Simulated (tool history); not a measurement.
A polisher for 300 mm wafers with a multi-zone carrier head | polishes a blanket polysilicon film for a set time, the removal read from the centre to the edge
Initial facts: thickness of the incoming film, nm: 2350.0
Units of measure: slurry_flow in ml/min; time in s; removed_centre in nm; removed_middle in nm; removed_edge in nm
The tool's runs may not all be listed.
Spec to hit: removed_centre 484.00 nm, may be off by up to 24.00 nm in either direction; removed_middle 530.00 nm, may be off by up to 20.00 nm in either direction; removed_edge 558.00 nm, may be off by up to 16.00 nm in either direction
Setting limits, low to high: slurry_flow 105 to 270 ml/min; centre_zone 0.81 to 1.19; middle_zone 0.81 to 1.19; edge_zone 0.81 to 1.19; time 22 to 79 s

run,day,slurry_flow,centre_zone,middle_zone,edge_zone,time,removed_centre,removed_middle,removed_edge
1,0.000,175,1.00,1.00,1.00,50,416.89,423.64,423.17
2,0.300,175,1.00,1.00,1.07,50,433.73,427.89,428.59
3,0.621,180,0.97,0.99,1.08,53,447.37,453.22,453.54
4,0.717,175,0.94,0.97,1.08,56,461.19,479.80,478.81
5,1.033,170,0.91,0.94,1.10,58,451.85,471.41,497.75
6,1.158,170,0.97,0.94,1.10,58,480.96,476.88,499.59
7,1.421,170,0.94,0.94,1.11,59,472.95,487.42,516.07
8,1.496,170,0.93,0.94,1.12,60,461.43,478.62,528.74
9,1.767,180,0.93,0.95,1.12,60,480.90,500.54,526.33
10,1.792,180,0.92,0.95,1.13,61,486.34,504.85,524.00
11,1.825,175,0.91,0.95,1.13,62,479.84,505.97,540.93
12,2.062,175,0.91,0.96,1.13,62,475.52,511.35,537.57

Pick the move, out of 4, that brings all results within their allowed miss; only one does.
A,2.300,110,0.81,1.10,1.15,68,?,?,?
B,2.300,165,0.90,1.06,1.14,61,?,?,?
C,2.300,205,0.99,0.95,1.16,62,?,?,?
D,2.300,130,0.89,0.97,1.10,68,?,?,?

move,removed_centre,removed_middle,removed_edge
A,437.12,571.36,551.89
B,476.08,544.39,527.26
C,546.01,522.37,554.18
D,496.71,535.86,561.21
A: meets the target for the result that was furthest off, but another lies outside its allowed miss
B: moves away from the targets compared with the last run
C: meets the target for the result that was furthest off, but another lies outside its allowed miss
D: every result within its allowed miss
Move D is the one to make.
